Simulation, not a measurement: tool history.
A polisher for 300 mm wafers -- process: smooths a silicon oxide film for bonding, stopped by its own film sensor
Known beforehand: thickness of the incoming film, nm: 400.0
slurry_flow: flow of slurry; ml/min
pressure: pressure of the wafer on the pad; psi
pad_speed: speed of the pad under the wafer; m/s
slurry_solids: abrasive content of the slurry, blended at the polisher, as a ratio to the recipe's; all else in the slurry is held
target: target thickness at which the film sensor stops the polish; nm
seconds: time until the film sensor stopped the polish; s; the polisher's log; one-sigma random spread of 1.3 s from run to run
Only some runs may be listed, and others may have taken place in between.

{"run": 1, "day": 0.0, "slurry_flow": 215, "pressure": 2.2, "pad_speed": 1.12, "slurry_solids": 1, "target": 350, "seconds": 62.147}
{"run": 2, "day": 0.167, "slurry_flow": 215, "pressure": 2.2, "pad_speed": 1.12, "slurry_solids": 1, "target": 350, "seconds": 61.621}
{"run": 3, "day": 0.462, "slurry_flow": 215, "pressure": 2, "pad_speed": 1.1, "slurry_solids": 1, "target": 350, "seconds": 69.509}
{"run": 4, "day": 0.508, "slurry_flow": 255, "pressure": 2, "pad_speed": 1.1, "slurry_solids": 1, "target": 350, "seconds": 67.828}
{"run": 5, "day": 0.788, "slurry_flow": 255, "pressure": 2, "pad_speed": 1.1, "slurry_solids": 1, "target": 350, "seconds": 67.955}
{"run": 6, "day": 1.054, "slurry_flow": 230, "pressure": 2, "pad_speed": 1.1, "slurry_solids": 1, "target": 350, "seconds": 67.548}

Run 7 has not been measured yet. What should we expect?
{"run": 7, "day": 1.242, "slurry_flow": 230, "pressure": 1.8, "pad_speed": 1.08, "slurry_solids": 1, "target": 350, "seconds": "?"}

{"run 7": {"seconds": 76.918}}

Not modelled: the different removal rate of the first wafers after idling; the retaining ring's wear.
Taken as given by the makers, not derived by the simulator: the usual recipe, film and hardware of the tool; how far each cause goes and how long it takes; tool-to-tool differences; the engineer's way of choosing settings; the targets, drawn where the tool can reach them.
